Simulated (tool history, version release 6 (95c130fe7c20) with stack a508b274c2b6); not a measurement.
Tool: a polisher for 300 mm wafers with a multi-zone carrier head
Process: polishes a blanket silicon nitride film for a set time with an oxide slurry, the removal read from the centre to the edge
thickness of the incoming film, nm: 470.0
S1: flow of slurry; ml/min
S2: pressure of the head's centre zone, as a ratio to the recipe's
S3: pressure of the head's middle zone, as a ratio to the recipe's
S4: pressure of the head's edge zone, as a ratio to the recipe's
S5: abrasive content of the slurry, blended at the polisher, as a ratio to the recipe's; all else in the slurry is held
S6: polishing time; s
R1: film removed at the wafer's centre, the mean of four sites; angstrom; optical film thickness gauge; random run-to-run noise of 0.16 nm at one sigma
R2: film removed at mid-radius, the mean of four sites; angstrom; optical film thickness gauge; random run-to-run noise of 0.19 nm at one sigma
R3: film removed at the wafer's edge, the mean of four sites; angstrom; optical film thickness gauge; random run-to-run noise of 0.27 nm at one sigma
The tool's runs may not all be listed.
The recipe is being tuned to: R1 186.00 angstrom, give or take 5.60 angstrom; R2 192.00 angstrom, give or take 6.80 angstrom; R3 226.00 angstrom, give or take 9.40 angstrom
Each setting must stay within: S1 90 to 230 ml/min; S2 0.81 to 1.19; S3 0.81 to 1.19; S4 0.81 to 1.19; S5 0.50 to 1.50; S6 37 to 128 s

run	day	S1	S2	S3	S4	S5	S6	R1	R2	R3
1	0.000	150	1.00	1.00	1.00	1.00	82	343.01	340.01	343.93
2	0.138	135	0.95	0.95	0.99	0.85	78	276.49	279.56	296.19
3	0.267	125	0.92	0.91	0.98	0.75	77	246.39	250.29	271.24
4	0.504	125	0.92	0.91	0.92	0.75	77	240.56	249.83	263.82
5	0.683	100	0.92	0.91	0.92	0.75	77	229.06	237.16	253.95
6	1.038	90	0.92	0.91	0.92	0.75	77	221.04	224.96	244.41
7	1.321	90	0.83	0.82	0.93	0.55	76	165.27	178.93	214.91
8	1.471	100	0.84	0.82	0.93	0.55	76	178.00	181.16	220.27
9	1.688	105	0.84	0.83	0.93	0.55	76	181.63	187.02	219.15
10	1.712	105	0.84	0.83	0.94	0.55	76	178.28	190.33	217.03
11	2.017	110	0.88	0.81	1.01	0.60	76	201.11	194.43	233.21
12	2.075	105	0.87	0.82	1.00	0.60	76	190.67	194.28	236.58
13	2.183	105	0.87	0.83	0.99	0.60	76	197.47	200.17	235.36
14	2.471	100	0.87	0.83	0.98	0.60	76	193.36	193.27	233.75

Of the 4 settings listed for the next run, only one would bring every result within its allowed miss of target. Which one?
A	2.758	125	0.92	0.85	1.01	0.55	72	?	?	?
B	2.758	115	0.91	0.83	0.95	0.70	70	?	?	?
C	2.758	95	0.89	0.88	1.04	0.55	76	?	?	?
D	2.758	100	0.94	0.82	1.02	0.50	85	?	?	?

move	R1	R2	R3
A	196.55	191.57	222.52
B	207.70	201.36	234.45
C	184.70	193.62	226.01
D	211.57	197.63	241.69
A: its largest miss is bigger than the last run's
B: its largest miss is bigger than the last run's
C: all results in spec
D: its largest miss is bigger than the last run's
Answer: C
